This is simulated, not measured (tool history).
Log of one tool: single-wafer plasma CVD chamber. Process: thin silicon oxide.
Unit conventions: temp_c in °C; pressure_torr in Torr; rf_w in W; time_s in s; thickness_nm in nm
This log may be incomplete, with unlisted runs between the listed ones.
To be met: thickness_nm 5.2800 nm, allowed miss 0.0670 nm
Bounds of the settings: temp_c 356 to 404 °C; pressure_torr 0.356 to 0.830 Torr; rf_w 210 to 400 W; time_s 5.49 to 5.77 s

run  hour  temp_c  pressure_torr  rf_w  time_s  thickness_nm
  1   0.0     380          0.593   305    5.77        7.7434
  2   7.0     380          0.593   275    5.77        7.1983
  3  15.0     380          0.568   275    5.77        6.9214
  4  17.2     380          0.647   275    5.77        7.8724
  5  22.3     380          0.611   275    5.77        7.4496
  6  27.6     380          0.508   275    5.77        6.1901
  7  34.0     380          0.495   275    5.77        6.0230
  8  35.1     380          0.484   275    5.77        5.8787
  9  42.5     380          0.476   275    5.77        5.7945
 10  45.9     380          0.469   275    5.77        5.7220
 11  54.0     380          0.463   275    5.77        5.6371
 12  61.4     380          0.458   275    5.77        5.5666
 13  63.2     380          0.454   275    5.77        5.5306
     67.9  -- capacitance manometer re-zeroed and calibrated
 14  67.9     380          0.450   275    5.77        5.9125

Exactly one of the 5 candidate moves below puts every result within its allowed miss. Which one?
  A  72.6     375          0.395   285    5.52             ?
  B  72.6     373          0.535   230    5.49             ?
  C  72.6     375          0.440   260    5.49             ?
  D  72.6     379          0.397   260    5.63             ?
  E  72.6     396          0.437   290    5.49             ?

move  thickness_nm
   A        5.0915
   B        5.8258
   C        5.3024
   D        4.8741
   E        5.6087
A: takes the result that was furthest off past its target
B: better than the last run, though not everything is in spec
C: hits every target within its allowed miss
D: takes the result that was furthest off past its target
E: better than the last run, though not everything is in spec
The right move is C.

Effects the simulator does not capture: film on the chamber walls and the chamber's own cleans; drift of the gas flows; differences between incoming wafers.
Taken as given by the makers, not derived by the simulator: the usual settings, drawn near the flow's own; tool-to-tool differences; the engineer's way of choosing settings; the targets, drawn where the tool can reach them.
